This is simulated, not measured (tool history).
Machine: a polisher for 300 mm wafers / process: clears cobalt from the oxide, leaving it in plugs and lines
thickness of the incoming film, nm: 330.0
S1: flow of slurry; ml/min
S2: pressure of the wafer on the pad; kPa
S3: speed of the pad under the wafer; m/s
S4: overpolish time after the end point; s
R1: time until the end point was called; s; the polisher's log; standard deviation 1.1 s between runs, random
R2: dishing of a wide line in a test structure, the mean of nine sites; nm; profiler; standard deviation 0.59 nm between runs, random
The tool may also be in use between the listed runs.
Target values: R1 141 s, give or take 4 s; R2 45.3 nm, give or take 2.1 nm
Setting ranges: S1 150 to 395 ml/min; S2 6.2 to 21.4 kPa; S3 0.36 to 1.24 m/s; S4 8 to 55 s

run	hour	S1	S2	S3	S4	R1	R2
1	0	250	13.8	0.8	28	85.507	51.476
2	7.5	200	13.8	0.8	28	87.339	48.715
3	11	200	13.8	0.96	28	78.557	51.814
4	18.8	230	13.8	0.96	28	76.404	51.351
5	25.3	190	13.8	0.96	28	78.79	50.798
6	30.9	185	12.4	0.96	29	85.211	50.884
# hour 35.9: head pressure recalibrated
7	35.9	180	11	0.94	29	98.808	49.029
8	43.2	180	10.3	0.94	29	100.13	48.412

Exercise: of the 4 proposed moves below, exactly one satisfies all targets within the stated allowed misses. Which move is it?
A	50.5	150	12.4	1.02	27	?	?
B	50.5	180	6.2	0.82	33	?	?
C	50.5	170	9	0.72	40	?	?
D	50.5	235	6.2	0.86	43	?	?

move	R1	R2
A	88.157	47.996
B	139.32	43.95
C	128.04	48.583
D	130.92	49.381
A: misses by more than the last run did
B: every result within its allowed miss
C: closer than the last run, but not yet in spec
D: closer than the last run, but not yet in spec
Go with B: it meets all targets.
